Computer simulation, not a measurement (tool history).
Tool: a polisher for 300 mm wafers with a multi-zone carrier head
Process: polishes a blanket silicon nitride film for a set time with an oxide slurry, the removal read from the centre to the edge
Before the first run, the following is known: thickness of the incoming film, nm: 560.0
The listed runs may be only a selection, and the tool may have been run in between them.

run	hour	flow of slurry (ml/min)	pressure of the head's centre zone	pressure of the head's middle zone	pressure of the head's edge zone	abrasive content of the slurry	polishing time (s)	film removed at the wafer's centre (Å)	film removed at mid-radius (Å)	film removed at the wafer's edge (Å)
1	0.0	310	1.00	1.00	1.00	1.00	70	498.20	493.20	502.68
2	8.7	310	1.00	1.00	1.00	0.85	70	460.64	470.00	465.65
3	13.8	235	1.00	1.00	1.00	0.85	70	450.78	453.51	458.78
4	22.3	235	1.00	1.00	1.07	0.85	70	450.72	452.06	474.56
5	30.2	235	1.06	1.00	1.07	0.85	70	474.30	455.00	468.22
6	37.0	235	0.99	1.00	1.07	0.85	70	442.11	456.52	489.17

What does the tool deliver on the next run?
7	45.9	240	0.99	0.99	1.03	0.75	66	?	?	?

{"run 7": {"film removed at the wafer's centre (Å)": 400.36, "film removed at mid-radius (Å)": 407.19, "film removed at the wafer's edge (Å)": 425.33}}
